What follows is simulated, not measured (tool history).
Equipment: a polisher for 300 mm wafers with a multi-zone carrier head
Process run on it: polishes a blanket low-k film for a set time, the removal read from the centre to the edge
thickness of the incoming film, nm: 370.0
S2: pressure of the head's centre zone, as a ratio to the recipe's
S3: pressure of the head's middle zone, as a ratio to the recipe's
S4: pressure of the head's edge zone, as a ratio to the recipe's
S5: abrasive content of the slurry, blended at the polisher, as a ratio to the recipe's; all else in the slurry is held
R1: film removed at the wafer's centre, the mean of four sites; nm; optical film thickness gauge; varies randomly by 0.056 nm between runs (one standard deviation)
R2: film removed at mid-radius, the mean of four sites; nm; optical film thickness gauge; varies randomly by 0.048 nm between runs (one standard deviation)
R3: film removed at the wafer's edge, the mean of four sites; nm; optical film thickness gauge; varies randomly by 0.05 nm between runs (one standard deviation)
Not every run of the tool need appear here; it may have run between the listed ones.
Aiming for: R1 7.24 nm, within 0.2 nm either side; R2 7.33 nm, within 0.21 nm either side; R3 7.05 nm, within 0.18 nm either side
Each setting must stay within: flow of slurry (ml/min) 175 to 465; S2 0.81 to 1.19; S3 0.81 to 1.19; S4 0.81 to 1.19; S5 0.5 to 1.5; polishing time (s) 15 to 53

run 1 hour=0 | flow_of_slurry_(ml/min)=295 S2=1 S3=1 S4=1 S5=1 polishing_time_(s)=34 | R1=13.041 R2=12.921 R3=13.294
run 2 hour=9 | flow_of_slurry_(ml/min)=295 S2=0.99 S3=1 S4=0.96 S5=0.85 polishing_time_(s)=31 | R1=10.431 R2=10.491 R3=10.636
run 3 hour=10.3 | flow_of_slurry_(ml/min)=295 S2=0.95 S3=1 S4=0.96 S5=0.85 polishing_time_(s)=31 | R1=10.007 R2=10.407 R3=10.522
run 4 hour=11.6 | flow_of_slurry_(ml/min)=305 S2=0.95 S3=1 S4=0.92 S5=0.75 polishing_time_(s)=30 | R1=8.5485 R2=8.907 R3=8.8089
run 5 hour=20.3 | flow_of_slurry_(ml/min)=310 S2=0.95 S3=0.99 S4=0.89 S5=0.7 polishing_time_(s)=30 | R1=8.0747 R2=8.2656 R3=8.1573
run 6 hour=24.2 | flow_of_slurry_(ml/min)=310 S2=0.95 S3=0.99 S4=0.87 S5=0.7 polishing_time_(s)=30 | R1=8.0341 R2=8.2384 R3=8.0437
run 7 hour=25.9 | flow_of_slurry_(ml/min)=310 S2=0.95 S3=0.99 S4=0.85 S5=0.7 polishing_time_(s)=30 | R1=8.0768 R2=8.3052 R3=8.055
run 8 hour=33.6 | flow_of_slurry_(ml/min)=315 S2=0.95 S3=0.99 S4=0.84 S5=0.65 polishing_time_(s)=30 | R1=7.4173 R2=7.6321 R3=7.3084
run 9 hour=40.5 | flow_of_slurry_(ml/min)=315 S2=0.95 S3=0.98 S4=0.83 S5=0.65 polishing_time_(s)=30 | R1=7.3919 R2=7.5212 R3=7.3204
run 10 hour=48.1 | flow_of_slurry_(ml/min)=315 S2=0.95 S3=0.98 S4=0.82 S5=0.65 polishing_time_(s)=30 | R1=7.2953 R2=7.4854 R3=7.3203
run 11 hour=53.2 | flow_of_slurry_(ml/min)=300 S2=0.98 S3=1 S4=0.81 S5=0.6 polishing_time_(s)=30 | R1=6.6389 R2=6.7605 R3=6.47
run 12 hour=56.8 | flow_of_slurry_(ml/min)=320 S2=0.97 S3=0.99 S4=0.81 S5=0.6 polishing_time_(s)=30 | R1=6.6775 R2=6.7886 R3=6.36
run 13 hour=59.7 | flow_of_slurry_(ml/min)=330 S2=0.96 S3=0.98 S4=0.82 S5=0.6 polishing_time_(s)=30 | R1=6.5927 R2=6.7767 R3=6.4661
run 14 hour=61.9 | flow_of_slurry_(ml/min)=400 S2=1.02 S3=1.02 S4=0.92 S5=0.65 polishing_time_(s)=30 | R1=7.9699 R2=7.8519 R3=7.7331
run 15 hour=64.2 | flow_of_slurry_(ml/min)=400 S2=1.01 S3=1.01 S4=0.9 S5=0.65 polishing_time_(s)=30 | R1=7.8492 R2=7.8918 R3=7.5981
run 16 hour=66.4 | flow_of_slurry_(ml/min)=395 S2=1 S3=1 S4=0.88 S5=0.65 polishing_time_(s)=30 | R1=7.7773 R2=7.7134 R3=7.4517
run 17 hour=67.9 | flow_of_slurry_(ml/min)=380 S2=0.99 S3=1 S4=0.87 S5=0.65 polishing_time_(s)=30 | R1=7.7512 R2=7.7229 R3=7.562
run 18 hour=70.9 | flow_of_slurry_(ml/min)=355 S2=0.99 S3=1 S4=0.86 S5=0.65 polishing_time_(s)=30 | R1=7.6214 R2=7.6778 R3=7.4167
run 19 hour=75.9 | flow_of_slurry_(ml/min)=345 S2=0.98 S3=1 S4=0.85 S5=0.65 polishing_time_(s)=30 | R1=7.6918 R2=7.6964 R3=7.3401
run 20 hour=79.3 | flow_of_slurry_(ml/min)=325 S2=0.98 S3=1 S4=0.84 S5=0.65 polishing_time_(s)=30 | R1=7.5576 R2=7.6533 R3=7.3897
run 21 hour=82.3 | flow_of_slurry_(ml/min)=330 S2=0.97 S3=0.99 S4=0.83 S5=0.65 polishing_time_(s)=30 | R1=7.6129 R2=7.6187 R3=7.3253
run 22 hour=91.1 | flow_of_slurry_(ml/min)=315 S2=0.97 S3=0.99 S4=0.83 S5=0.65 polishing_time_(s)=30 | R1=7.4504 R2=7.5204 R3=7.349
run 23 hour=99.8 | flow_of_slurry_(ml/min)=320 S2=0.97 S3=0.99 S4=0.82 S5=0.65 polishing_time_(s)=30 | R1=7.4976 R2=7.5593 R3=7.2785
run 24 hour=108.2 | flow_of_slurry_(ml/min)=310 S2=0.97 S3=0.99 S4=0.82 S5=0.65 polishing_time_(s)=30 | R1=7.447 R2=7.5901 R3=7.2031
run 25 hour=112 | flow_of_slurry_(ml/min)=310 S2=0.97 S3=0.98 S4=0.82 S5=0.65 polishing_time_(s)=30 | R1=7.5055 R2=7.5916 R3=7.3392
run 26 hour=116.3 | flow_of_slurry_(ml/min)=310 S2=0.97 S3=0.98 S4=0.81 S5=0.65 polishing_time_(s)=30 | R1=7.4729 R2=7.4912 R3=7.1892
run 27 hour=120.3 | flow_of_slurry_(ml/min)=305 S2=0.97 S3=0.98 S4=0.81 S5=0.65 polishing_time_(s)=30 | R1=7.4556 R2=7.524 R3=7.2007
run 28 hour=127.7 | flow_of_slurry_(ml/min)=305 S2=0.96 S3=0.98 S4=0.81 S5=0.65 polishing_time_(s)=30 | R1=7.3572 R2=7.5524 R3=7.1969

4 next moves are on the table. One of them brings every result within its allowed miss. Which?
run A hour=135.1 | flow_of_slurry_(ml/min)=350 S2=0.95 S3=0.97 S4=0.81 S5=0.65 polishing_time_(s)=29 | R1=? R2=? R3=?
run B hour=135.1 | flow_of_slurry_(ml/min)=405 S2=0.97 S3=1.15 S4=0.81 S5=0.65 polishing_time_(s)=27 | R1=? R2=? R3=?
run C hour=135.1 | flow_of_slurry_(ml/min)=310 S2=0.86 S3=1.08 S4=0.81 S5=0.65 polishing_time_(s)=29 | R1=? R2=? R3=?
run D hour=135.1 | flow_of_slurry_(ml/min)=330 S2=0.87 S3=0.98 S4=0.82 S5=0.65 polishing_time_(s)=29 | R1=? R2=? R3=?

move=A R1=7.2146 R2=7.2401 R3=7.0651
move=B R1=6.8995 R2=7.6721 R3=6.6108
move=C R1=6.6455 R2=7.7464 R3=7.0133
move=D R1=6.7295 R2=7.2658 R3=7.071
A: every result lands within tolerance
B: further off than the last run
C: further off than the last run
D: the furthest-off result lands on target, but another misses its tolerance
A meets every target.

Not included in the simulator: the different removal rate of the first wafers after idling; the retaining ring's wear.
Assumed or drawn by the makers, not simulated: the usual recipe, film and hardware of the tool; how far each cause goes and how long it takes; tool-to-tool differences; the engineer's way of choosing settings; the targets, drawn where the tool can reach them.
